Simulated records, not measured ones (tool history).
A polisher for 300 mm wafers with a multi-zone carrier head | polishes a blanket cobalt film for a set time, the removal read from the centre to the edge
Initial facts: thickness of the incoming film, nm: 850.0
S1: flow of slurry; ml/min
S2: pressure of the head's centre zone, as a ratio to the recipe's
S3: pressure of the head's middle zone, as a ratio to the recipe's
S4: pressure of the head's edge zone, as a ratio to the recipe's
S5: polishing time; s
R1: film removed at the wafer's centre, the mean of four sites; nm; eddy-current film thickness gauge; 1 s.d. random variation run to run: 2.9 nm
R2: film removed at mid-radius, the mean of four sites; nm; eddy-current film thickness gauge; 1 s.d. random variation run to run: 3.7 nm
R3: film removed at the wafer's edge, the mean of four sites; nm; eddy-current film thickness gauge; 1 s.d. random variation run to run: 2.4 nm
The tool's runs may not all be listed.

run,hour,S1,S2,S3,S4,S5,R1,R2,R3
1,0.0,295,1.00,1.00,1.00,49,358.72,354.24,360.07
2,7.1,295,1.00,1.00,0.93,49,362.22,350.90,348.81
3,10.8,295,1.00,1.00,0.90,49,360.94,357.38,345.08
4,19.5,285,1.01,0.99,0.87,48,359.03,337.75,335.43
5,26.1,225,1.01,0.99,0.87,48,344.32,330.99,327.55
6,27.2,225,1.01,0.99,0.87,55,396.86,379.36,377.78
7,33.0,235,1.02,0.99,0.86,52,378.35,357.54,354.41
8,40.4,235,1.03,0.99,0.85,50,361.90,343.77,344.80
9,46.5,300,0.99,0.97,0.84,49,358.80,354.75,340.49

What will run 10 give?
10,52.9,290,1.01,0.98,0.83,48,?,?,?

For run 10 the tool returned R1 362.53 nm, R2 340.06 nm, R3 328.48 nm.
